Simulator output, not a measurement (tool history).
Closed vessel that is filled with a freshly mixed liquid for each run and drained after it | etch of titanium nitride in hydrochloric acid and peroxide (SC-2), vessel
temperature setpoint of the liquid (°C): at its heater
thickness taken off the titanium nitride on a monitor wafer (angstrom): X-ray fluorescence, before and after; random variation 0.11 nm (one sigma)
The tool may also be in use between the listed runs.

run,hour,temperature setpoint of the liquid (°C),parts of water to one part each of 37 % hydrochloric acid and 30 % peroxide (parts by volume),time in the liquid (s),thickness taken off the titanium nitride on a monitor wafer (angstrom)
1,0.0,57.0,11.0,675,129.59
2,1.9,61.0,11.0,675,167.07
3,5.1,61.0,12.5,675,149.01
4,9.1,64.0,12.5,675,180.69
5,13.4,64.0,14.5,675,158.65
6,21.9,66.5,14.0,675,189.01

Expected results for the next run?
7,30.2,68.0,13.5,675,?

{"run 7": {"thickness taken off the titanium nitride on a monitor wafer (angstrom)": 214.66}}

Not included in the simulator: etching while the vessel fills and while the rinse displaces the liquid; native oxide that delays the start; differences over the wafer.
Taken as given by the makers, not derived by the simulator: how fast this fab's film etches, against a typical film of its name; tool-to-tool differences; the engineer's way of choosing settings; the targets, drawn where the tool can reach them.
